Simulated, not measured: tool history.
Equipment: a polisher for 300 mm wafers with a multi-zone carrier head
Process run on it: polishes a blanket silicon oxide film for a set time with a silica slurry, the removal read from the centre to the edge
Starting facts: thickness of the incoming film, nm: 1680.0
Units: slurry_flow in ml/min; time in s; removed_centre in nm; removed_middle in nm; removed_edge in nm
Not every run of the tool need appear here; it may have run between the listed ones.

run	hour	slurry_flow	centre_zone	middle_zone	edge_zone	slurry_solids	time	removed_centre	removed_middle	removed_edge
1	0.0	210	1.00	1.00	1.00	1.00	43	109.410	107.160	109.460
2	5.1	215	1.02	1.02	0.95	0.85	41	100.970	98.603	95.798
3	10.7	180	1.02	1.02	0.95	0.85	41	97.242	95.863	94.731
4	16.3	180	1.02	1.02	0.95	0.85	31	73.173	72.294	72.062
5	24.5	205	1.04	1.03	0.92	0.85	31	78.199	73.966	71.038
6	25.9	205	1.04	1.03	0.98	0.85	31	78.074	74.122	73.940
7	34.0	220	1.04	1.05	0.95	0.85	31	79.920	74.756	73.807

The next listed run, before its measurement:
8	34.7	225	1.07	1.15	0.85	0.80	31	?	?	?

Run 8 came out at removed_centre 77.988 nm, removed_middle 79.117 nm, removed_edge 67.573 nm.
